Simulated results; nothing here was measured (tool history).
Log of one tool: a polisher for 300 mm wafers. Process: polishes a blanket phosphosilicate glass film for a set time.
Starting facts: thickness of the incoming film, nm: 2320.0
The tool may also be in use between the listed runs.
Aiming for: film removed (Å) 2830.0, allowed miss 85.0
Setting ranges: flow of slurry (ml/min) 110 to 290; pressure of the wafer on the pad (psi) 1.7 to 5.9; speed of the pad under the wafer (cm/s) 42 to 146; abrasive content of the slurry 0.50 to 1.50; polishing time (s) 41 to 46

run	hour	flow of slurry (ml/min)	pressure of the wafer on the pad (psi)	speed of the pad under the wafer (cm/s)	abrasive content of the slurry	polishing time (s)	film removed (Å)
1	0.0	185	3.8	94	1.00	46	4677.9
2	8.2	185	4.2	94	1.00	46	5014.5
3	15.7	160	4.2	94	1.00	46	4889.6
4	17.9	160	4.2	94	1.10	46	5332.8
5	18.5	160	4.2	94	1.10	46	5328.5
6	26.4	160	4.2	104	1.10	46	5749.3
7	32.8	155	3.5	100	1.10	46	4840.3
8	38.6	155	3.0	94	1.10	46	4046.0
9	45.9	155	2.7	92	1.10	46	3665.0
10	49.8	155	2.4	92	1.10	46	3350.1
11	56.2	155	2.2	92	1.10	46	3146.1
12	62.4	155	2.1	92	1.10	46	3119.9
13	69.6	155	2.0	92	1.10	46	2951.9

5 next moves are on the table. One of them brings every result within its allowed miss. Which?
A	76.8	110	1.9	104	1.20	45	?
B	76.8	155	2.0	88	1.25	46	?
C	76.8	175	2.3	74	1.25	44	?
D	76.8	170	2.6	96	0.95	42	?
E	76.8	135	2.3	106	0.90	46	?

move	film removed (Å)
A	3040.3
B	3055.7
C	2854.5
D	3089.7
E	3105.2
A: moves away from the targets compared with the last run
B: moves away from the targets compared with the last run
C: every result lands within tolerance
D: moves away from the targets compared with the last run
E: moves away from the targets compared with the last run
C meets every target.
